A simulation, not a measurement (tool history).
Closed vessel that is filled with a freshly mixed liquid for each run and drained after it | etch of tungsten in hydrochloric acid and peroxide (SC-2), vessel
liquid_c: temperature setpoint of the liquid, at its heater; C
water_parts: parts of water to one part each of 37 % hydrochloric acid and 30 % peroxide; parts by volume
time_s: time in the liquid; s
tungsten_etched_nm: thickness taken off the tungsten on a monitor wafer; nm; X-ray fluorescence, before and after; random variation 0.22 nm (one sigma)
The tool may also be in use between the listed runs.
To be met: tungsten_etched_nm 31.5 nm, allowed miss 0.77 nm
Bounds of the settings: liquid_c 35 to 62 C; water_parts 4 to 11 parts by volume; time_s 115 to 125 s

| run | hour | liquid_c | water_parts | time_s | tungsten_etched_nm |
|---|---|---|---|---|---|
| 1 | 0 | 46 | 6 | 115 | 27.721 |
| 2 | 8 | 46 | 8 | 115 | 22.025 |
| 3 | 8.6 | 47.5 | 8 | 115 | 24.643 |
| 4 | 10.1 | 48.5 | 8 | 115 | 26.124 |
| 5 | 17.9 | 55.5 | 8 | 115 | 41.811 |
| 6 | 20.3 | 54 | 8 | 115 | 37.772 |
| 7 | 29.2 | 53 | 8 | 115 | 35.466 |
| 8 | 36.4 | 53 | 8 | 115 | 35.344 |
| 9 | 38.7 | 52.5 | 8 | 115 | 34.443 |
| 10 | 45.1 | 52 | 8 | 115 | 33.015 |

Which of these 5 next moves meets every target?
| A | 51.5 | 51.5 | 7.5 | 115 | ? |
| B | 51.5 | 51.5 | 8 | 125 | ? |
| C | 51.5 | 55.5 | 10 | 115 | ? |
| D | 51.5 | 49.5 | 7 | 115 | ? |
| E | 51.5 | 52 | 7.5 | 115 | ? |

| move | tungsten_etched_nm |
|---|---|
| A | 33.998 |
| B | 35.107 |
| C | 34.943 |
| D | 31.42 |
| E | 35.138 |
A: further off than the last run
B: further off than the last run
C: further off than the last run
D: meets every target
E: further off than the last run
Move D is the one to make.

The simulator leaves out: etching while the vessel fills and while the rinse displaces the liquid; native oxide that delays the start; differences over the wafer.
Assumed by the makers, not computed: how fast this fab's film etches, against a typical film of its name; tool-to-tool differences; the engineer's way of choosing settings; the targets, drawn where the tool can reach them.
